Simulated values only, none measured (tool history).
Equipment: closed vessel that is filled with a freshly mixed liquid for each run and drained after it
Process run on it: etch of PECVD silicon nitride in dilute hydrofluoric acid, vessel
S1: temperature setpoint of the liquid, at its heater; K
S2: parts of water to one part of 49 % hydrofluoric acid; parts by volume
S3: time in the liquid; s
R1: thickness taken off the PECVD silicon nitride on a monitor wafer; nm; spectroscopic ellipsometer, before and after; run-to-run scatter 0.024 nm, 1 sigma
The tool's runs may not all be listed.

run 1 hour=0 | S1=296.15 S2=90 S3=165 | R1=3.0562
run 2 hour=8 | S1=297.65 S2=90 S3=165 | R1=3.3413
run 3 hour=12 | S1=297.65 S2=90 S3=125 | R1=2.5633
run 4 hour=17.8 | S1=299.15 S2=70 S3=125 | R1=3.5817
run 5 hour=25.1 | S1=297.15 S2=70 S3=125 | R1=3.1573
run 6 hour=31.6 | S1=299.15 S2=60 S3=125 | R1=4.2036
run 7 hour=37.9 | S1=300.65 S2=60 S3=125 | R1=4.631

Predict the results of run 8:
run 8 hour=45.9 | S1=301.65 S2=60 S3=125 | R1=?

R1: 4.9707 nm
